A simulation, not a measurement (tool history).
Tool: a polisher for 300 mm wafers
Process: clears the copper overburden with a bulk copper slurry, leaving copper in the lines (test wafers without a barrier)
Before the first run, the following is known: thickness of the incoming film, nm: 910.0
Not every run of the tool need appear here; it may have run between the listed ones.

| run | hour | flow of slurry (ml/min) | pressure of the wafer on the pad (psi) | speed of the pad under the wafer (m/s) | abrasive content of the slurry | overpolish time after the end point (s) | time until the end point was called (s) | dishing of a wide line in a test structure (nm) |
|---|---|---|---|---|---|---|---|---|
| 1 | 0.0 | 285 | 2.7 | 0.94 | 1.00 | 23 | 124.06 | 89.284 |
| 2 | 2.7 | 285 | 2.7 | 0.94 | 1.15 | 23 | 121.37 | 90.209 |
| 3 | 6.4 | 285 | 2.6 | 0.94 | 1.15 | 25 | 129.38 | 94.064 |
| 4 | 15.2 | 285 | 2.6 | 0.94 | 1.15 | 34 | 126.76 | 109.840 |
| 5 | 23.4 | 285 | 2.5 | 0.94 | 1.15 | 35 | 129.59 | 107.780 |
| 6 | 28.6 | 285 | 2.2 | 0.94 | 1.15 | 35 | 150.14 | 93.742 |

What will run 7 give?
| 7 | 31.0 | 285 | 2.1 | 0.92 | 1.15 | 36 | ? | ? |

For run 7 the tool returned time until the end point was called (s) 154.22, dishing of a wide line in a test structure (nm) 95.084.

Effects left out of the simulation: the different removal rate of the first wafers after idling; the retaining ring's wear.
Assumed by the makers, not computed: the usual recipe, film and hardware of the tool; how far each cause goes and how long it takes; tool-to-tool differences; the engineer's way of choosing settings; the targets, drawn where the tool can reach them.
